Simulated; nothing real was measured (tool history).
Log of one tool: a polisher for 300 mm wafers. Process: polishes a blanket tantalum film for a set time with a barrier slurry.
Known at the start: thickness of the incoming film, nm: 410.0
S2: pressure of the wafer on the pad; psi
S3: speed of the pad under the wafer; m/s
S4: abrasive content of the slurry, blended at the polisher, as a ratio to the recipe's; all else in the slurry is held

Run 1, hour 0.0: flow of slurry (ml/min) 205, S2 1.6 psi, S3 1.30 m/s, S4 1.00, polishing time (s) 111. Result: film removed (Å) 1886.9.
Run 2, hour 5.2: flow of slurry (ml/min) 205, S2 1.4 psi, S3 1.18 m/s, S4 1.00, polishing time (s) 111. Result: film removed (Å) 1583.3.
Run 3, hour 13.5: flow of slurry (ml/min) 205, S2 1.4 psi, S3 1.18 m/s, S4 0.85, polishing time (s) 111. Result: film removed (Å) 1491.4.
Run 4, hour 21.5: flow of slurry (ml/min) 205, S2 1.4 psi, S3 1.18 m/s, S4 0.70, polishing time (s) 111. Result: film removed (Å) 1412.6.
Run 5, hour 28.2: flow of slurry (ml/min) 205, S2 1.4 psi, S3 1.18 m/s, S4 0.85, polishing time (s) 111. Result: film removed (Å) 1521.8.
Run 6, hour 34.1: flow of slurry (ml/min) 205, S2 1.4 psi, S3 1.46 m/s, S4 0.85, polishing time (s) 111. Result: film removed (Å) 1795.7.
Run 7, hour 37.5: flow of slurry (ml/min) 200, S2 1.3 psi, S3 1.30 m/s, S4 0.80, polishing time (s) 111. Result: film removed (Å) 1507.9.

Forecast run 8:
Run 8, hour 39.2: flow of slurry (ml/min) 200, S2 1.2 psi, S3 1.16 m/s, S4 0.75, polishing time (s) 111. Result: film removed (Å) ?.

{"run 8": {"film removed (Å)": 1238.8}}

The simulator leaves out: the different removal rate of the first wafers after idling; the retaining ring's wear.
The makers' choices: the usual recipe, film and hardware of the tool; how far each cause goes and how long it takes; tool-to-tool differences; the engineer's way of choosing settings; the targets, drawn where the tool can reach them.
